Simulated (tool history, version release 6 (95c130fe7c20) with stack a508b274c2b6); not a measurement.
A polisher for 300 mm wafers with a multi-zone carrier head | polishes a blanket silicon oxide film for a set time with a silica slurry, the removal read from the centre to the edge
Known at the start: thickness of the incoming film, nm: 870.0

run	hour	flow of slurry (ml/min)	pressure of the head's centre zone	pressure of the head's middle zone	pressure of the head's edge zone	abrasive content of the slurry	polishing time (s)	film removed at the wafer's centre (Å)	film removed at mid-radius (Å)	film removed at the wafer's edge (Å)
1	0	185	1	1	1	1	53	1442	1454.1	1527.9
2	3.2	185	1	1.04	1	1	53	1421.8	1512	1549.5
3	6.8	165	1	1.04	1	1	53	1397.5	1487.7	1488.5
4	15.6	165	1	0.97	1	1	53	1408.7	1411.9	1523.5
5	17.1	160	1.01	0.97	0.98	0.9	51	1297.6	1277.5	1367.7
6	18.5	160	1.01	1.02	0.98	0.9	51	1297.4	1339.4	1392.7
7	25.6	160	1.01	1.02	0.98	0.9	51	1307	1324.8	1373.3

The next listed run, before its measurement:
8	33.4	170	1.06	0.99	0.88	0.65	36	?	?	?

film removed at the wafer's centre (Å): 844.69
film removed at mid-radius (Å): 808.15
film removed at the wafer's edge (Å): 812.77
